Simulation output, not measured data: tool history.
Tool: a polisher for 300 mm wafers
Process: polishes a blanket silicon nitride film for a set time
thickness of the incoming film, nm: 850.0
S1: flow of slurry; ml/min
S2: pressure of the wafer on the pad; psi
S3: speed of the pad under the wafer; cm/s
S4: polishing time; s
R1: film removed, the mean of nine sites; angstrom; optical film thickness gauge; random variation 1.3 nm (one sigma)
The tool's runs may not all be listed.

run  hour   S1   S2   S3  S4      R1
  1     0  255  4.5  122  81  1765.4
  2   4.1  255    4  120  81  1545.3
  3     7  310    4  120  81  1623.6
  4  13.7  310    4  102  81  1364.2
  5  19.8  310  3.8  102  81  1311.1
  6  26.8  310  3.6  102  81  1240.1
  7  34.3  310  3.5  102  81  1207.7

Forecast run 8:
  8  42.1  305  3.4  102  81   ?

{"run 8": {"R1": 1208.1}}
